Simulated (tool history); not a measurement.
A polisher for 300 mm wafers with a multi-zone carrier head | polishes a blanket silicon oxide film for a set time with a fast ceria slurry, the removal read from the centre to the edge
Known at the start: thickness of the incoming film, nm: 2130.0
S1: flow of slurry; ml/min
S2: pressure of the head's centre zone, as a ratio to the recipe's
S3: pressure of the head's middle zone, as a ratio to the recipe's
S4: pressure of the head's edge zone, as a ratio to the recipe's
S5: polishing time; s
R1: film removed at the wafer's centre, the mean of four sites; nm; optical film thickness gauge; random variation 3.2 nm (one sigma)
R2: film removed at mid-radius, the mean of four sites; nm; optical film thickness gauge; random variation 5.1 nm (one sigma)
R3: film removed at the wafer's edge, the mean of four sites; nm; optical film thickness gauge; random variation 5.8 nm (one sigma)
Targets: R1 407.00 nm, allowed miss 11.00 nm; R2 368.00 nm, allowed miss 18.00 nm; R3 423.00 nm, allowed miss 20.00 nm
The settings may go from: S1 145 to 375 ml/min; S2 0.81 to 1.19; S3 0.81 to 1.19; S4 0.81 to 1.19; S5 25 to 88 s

| run | hour | S1 | S2 | S3 | S4 | S5 | R1 | R2 | R3 |
|---|---|---|---|---|---|---|---|---|---|
| 1 | 0.0 | 240 | 1.00 | 1.00 | 1.00 | 56 | 523.44 | 585.83 | 608.39 |
| 2 | 1.6 | 240 | 1.01 | 0.96 | 0.98 | 52 | 488.51 | 528.90 | 541.33 |
| 3 | 5.6 | 230 | 1.02 | 0.92 | 1.00 | 49 | 457.45 | 474.93 | 522.24 |
| 4 | 6.4 | 230 | 1.02 | 0.92 | 1.06 | 49 | 456.52 | 478.44 | 532.56 |
| 5 | 7.4 | 230 | 1.06 | 0.92 | 1.06 | 49 | 479.39 | 479.79 | 537.66 |
| 6 | 9.8 | 230 | 1.06 | 0.92 | 1.10 | 49 | 475.71 | 465.95 | 562.98 |
| 7 | 14.0 | 225 | 1.07 | 0.90 | 1.08 | 47 | 458.04 | 447.50 | 525.34 |
| 8 | 15.8 | 220 | 1.08 | 0.88 | 1.06 | 45 | 432.61 | 412.56 | 495.49 |
| 9 | 24.7 | 215 | 1.09 | 0.87 | 1.02 | 45 | 445.14 | 409.30 | 492.15 |
| 10 | 30.7 | 215 | 1.08 | 0.86 | 0.98 | 44 | 427.37 | 400.92 | 447.20 |
| 11 | 37.7 | 205 | 1.08 | 0.85 | 0.98 | 44 | 423.01 | 393.57 | 459.00 |
| 12 | 43.1 | 200 | 1.08 | 0.84 | 0.96 | 44 | 426.72 | 386.06 | 455.11 |
| 13 | 47.1 | 200 | 1.07 | 0.83 | 0.94 | 44 | 422.38 | 398.42 | 458.39 |

4 next moves are on the table. One of them brings every result within its allowed miss. Which?
| A | 51.1 | 230 | 1.19 | 0.97 | 0.81 | 41 | ? | ? | ? |
| B | 51.1 | 195 | 1.15 | 0.89 | 0.83 | 40 | ? | ? | ? |
| C | 51.1 | 185 | 1.07 | 0.94 | 0.81 | 45 | ? | ? | ? |
| D | 51.1 | 265 | 1.14 | 0.88 | 1.00 | 39 | ? | ? | ? |

| move | R1 | R2 | R3 |
|---|---|---|---|
| A | 433.85 | 415.51 | 401.98 |
| B | 405.12 | 371.58 | 392.03 |
| C | 430.02 | 435.03 | 434.32 |
| D | 405.36 | 369.45 | 425.83 |
A: takes the result that was furthest off past its target
B: takes the result that was furthest off past its target
C: brings the result that was furthest off to its target, and leaves another outside
D: meets every target
Move D is the one to make.
